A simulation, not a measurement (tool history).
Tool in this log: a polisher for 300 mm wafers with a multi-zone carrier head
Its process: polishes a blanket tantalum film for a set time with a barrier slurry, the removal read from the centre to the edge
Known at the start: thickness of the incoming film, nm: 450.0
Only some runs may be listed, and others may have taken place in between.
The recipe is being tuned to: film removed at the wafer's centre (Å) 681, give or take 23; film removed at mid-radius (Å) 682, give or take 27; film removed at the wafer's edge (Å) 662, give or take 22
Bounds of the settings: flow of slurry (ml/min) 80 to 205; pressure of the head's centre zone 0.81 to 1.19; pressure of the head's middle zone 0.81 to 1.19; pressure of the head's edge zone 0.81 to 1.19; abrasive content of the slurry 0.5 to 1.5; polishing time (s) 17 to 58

run,day,flow of slurry (ml/min),pressure of the head's centre zone,pressure of the head's middle zone,pressure of the head's edge zone,abrasive content of the slurry,polishing time (s),film removed at the wafer's centre (Å),film removed at mid-radius (Å),film removed at the wafer's edge (Å)
1,0,135,1,1,1,1,37,458.85,476.34,453.98
2,0.138,135,1,1.04,1,1,37,465.79,491.42,462.59
3,0.362,135,1,1.11,1,1,37,468.87,523.54,467.96
4,0.488,135,1,1.11,1,1,45,564.19,642.31,547.83
5,0.775,145,1.02,1.09,1.05,1.05,45,604.61,642.94,582.72
6,1.008,155,1.02,1.09,1.08,1.05,45,606.04,645.39,587.76
7,1.112,160,1.03,1.09,1.11,1.1,45,620.33,661.11,617.31
8,1.321,165,1.04,1.09,1.12,1.1,45,645.14,656.08,619.34
9,1.479,170,1.04,1.09,1.14,1.1,45,636.8,677.33,629.83
10,1.812,175,1.05,1.08,1.15,1.1,45,649.25,658.12,634.05
11,1.958,180,1.05,1.08,1.16,1.1,45,656.07,668.83,623.03
12,2.046,180,1.05,1.08,1.16,1.15,45,658.59,665.73,641.1

Which one of the following 5 next-run settings gets every result inside its allowed miss? There is exactly one.
A,2.133,200,1.12,1.06,1.15,1.1,42,?,?,?
B,2.133,190,0.94,1.07,1.11,1.25,45,?,?,?
C,2.133,190,1.06,1.06,1.19,1.1,46,?,?,?
D,2.133,205,1.09,1.09,1.11,1.3,42,?,?,?
E,2.133,150,1.01,1.08,1.18,1.4,45,?,?,?

move,film removed at the wafer's centre (Å),film removed at mid-radius (Å),film removed at the wafer's edge (Å)
A,660.71,635.37,588.32
B,605.93,702.04,636.07
C,678.6,690.59,649.9
D,670.9,678.76,603.84
E,636.35,694.46,647.99
A: gets the furthest-off result to its target, but another result is out of tolerance
B: misses by more than the last run did
C: hits every target within its allowed miss
D: gets the furthest-off result to its target, but another result is out of tolerance
E: misses by more than the last run did
The move that meets every target is C.

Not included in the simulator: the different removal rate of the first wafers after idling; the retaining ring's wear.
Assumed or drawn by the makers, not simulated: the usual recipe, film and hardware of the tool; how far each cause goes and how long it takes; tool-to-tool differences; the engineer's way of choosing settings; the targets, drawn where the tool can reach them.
